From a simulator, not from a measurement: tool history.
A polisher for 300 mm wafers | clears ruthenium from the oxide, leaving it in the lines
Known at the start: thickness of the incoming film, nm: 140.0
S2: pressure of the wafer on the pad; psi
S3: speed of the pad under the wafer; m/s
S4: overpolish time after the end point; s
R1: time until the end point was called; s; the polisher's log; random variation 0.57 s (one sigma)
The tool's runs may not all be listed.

{"run": 1, "hour": 0.0, "flow of slurry (ml/min)": 195, "S2": 2.4, "S3": 0.96, "S4": 39, "R1": 93.266}
{"run": 2, "hour": 1.1, "flow of slurry (ml/min)": 195, "S2": 2.4, "S3": 0.96, "S4": 42, "R1": 94.225}
{"run": 3, "hour": 6.1, "flow of slurry (ml/min)": 195, "S2": 2.4, "S3": 0.74, "S4": 42, "R1": 120.61}
{"run": 4, "hour": 10.8, "flow of slurry (ml/min)": 195, "S2": 2.4, "S3": 0.64, "S4": 42, "R1": 136.85}
{"run": 5, "hour": 16.7, "flow of slurry (ml/min)": 230, "S2": 2.4, "S3": 0.64, "S4": 42, "R1": 136.21}
{"run": 6, "hour": 24.3, "flow of slurry (ml/min)": 230, "S2": 2.4, "S3": 0.64, "S4": 39, "R1": 134.46}
{"run": 7, "hour": 29.4, "flow of slurry (ml/min)": 230, "S2": 2.7, "S3": 0.66, "S4": 39, "R1": 118.45}
{"run": 8, "hour": 31.7, "flow of slurry (ml/min)": 230, "S2": 3.0, "S3": 0.7, "S4": 39, "R1": 102.72}
{"run": 9, "hour": 37.4, "flow of slurry (ml/min)": 230, "S2": 3.0, "S3": 0.7, "S4": 39, "R1": 105.47}
{"run": 10, "hour": 46.4, "flow of slurry (ml/min)": 230, "S2": 3.2, "S3": 0.74, "S4": 39, "R1": 94.426}
{"run": 11, "hour": 48.4, "flow of slurry (ml/min)": 230, "S2": 3.3, "S3": 0.78, "S4": 39, "R1": 88.403}
{"run": 12, "hour": 53.8, "flow of slurry (ml/min)": 230, "S2": 3.4, "S3": 0.8, "S4": 39, "R1": 83.305}

Forecast run 13:
{"run": 13, "hour": 60.2, "flow of slurry (ml/min)": 230, "S2": 3.5, "S3": 0.82, "S4": 39, "R1": "?"}

Run 13 gave R1 80.116 s.
